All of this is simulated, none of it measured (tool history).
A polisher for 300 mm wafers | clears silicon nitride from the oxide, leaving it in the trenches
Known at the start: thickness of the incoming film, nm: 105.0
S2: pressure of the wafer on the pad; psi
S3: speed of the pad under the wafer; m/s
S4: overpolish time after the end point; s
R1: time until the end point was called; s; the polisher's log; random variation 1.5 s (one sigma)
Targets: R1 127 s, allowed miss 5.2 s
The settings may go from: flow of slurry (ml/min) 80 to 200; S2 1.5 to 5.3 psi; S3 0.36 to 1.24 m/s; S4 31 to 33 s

{"run": 1, "hour": 0.0, "flow of slurry (ml/min)": 130, "S2": 3.4, "S3": 0.8, "S4": 31, "R1": 103.62}
{"run": 2, "hour": 2.8, "flow of slurry (ml/min)": 130, "S2": 3.4, "S3": 0.8, "S4": 33, "R1": 100.54}
{"run": 3, "hour": 6.9, "flow of slurry (ml/min)": 125, "S2": 3.2, "S3": 0.8, "S4": 33, "R1": 108.71}
{"run": 4, "hour": 11.7, "flow of slurry (ml/min)": 125, "S2": 3.2, "S3": 0.88, "S4": 33, "R1": 100.01}
{"run": 5, "hour": 17.0, "flow of slurry (ml/min)": 120, "S2": 3, "S3": 0.88, "S4": 33, "R1": 106.45}
{"run": 6, "hour": 23.2, "flow of slurry (ml/min)": 120, "S2": 3, "S3": 0.88, "S4": 31, "R1": 106.88}
{"run": 7, "hour": 27.2, "flow of slurry (ml/min)": 115, "S2": 2.9, "S3": 0.88, "S4": 31, "R1": 111.02}
{"run": 8, "hour": 32.3, "flow of slurry (ml/min)": 115, "S2": 2.8, "S3": 0.88, "S4": 31, "R1": 116.68}

Which of these 4 next moves meets every target?
{"run": "A", "hour": 37.4, "flow of slurry (ml/min)": 135, "S2": 3.2, "S3": 0.74, "S4": 31, "R1": "?"}
{"run": "B", "hour": 37.4, "flow of slurry (ml/min)": 105, "S2": 2.2, "S3": 1.08, "S4": 32, "R1": "?"}
{"run": "C", "hour": 37.4, "flow of slurry (ml/min)": 125, "S2": 2.8, "S3": 0.86, "S4": 31, "R1": "?"}
{"run": "D", "hour": 37.4, "flow of slurry (ml/min)": 100, "S2": 2.8, "S3": 0.94, "S4": 31, "R1": "?"}

move=A R1=113.31
move=B R1=130.3
move=C R1=117.73
move=D R1=116.2
A: further off than the last run
B: meets every target
C: nearer than the last run, and not there yet
D: as far off as the last run
Move B is the one to make.

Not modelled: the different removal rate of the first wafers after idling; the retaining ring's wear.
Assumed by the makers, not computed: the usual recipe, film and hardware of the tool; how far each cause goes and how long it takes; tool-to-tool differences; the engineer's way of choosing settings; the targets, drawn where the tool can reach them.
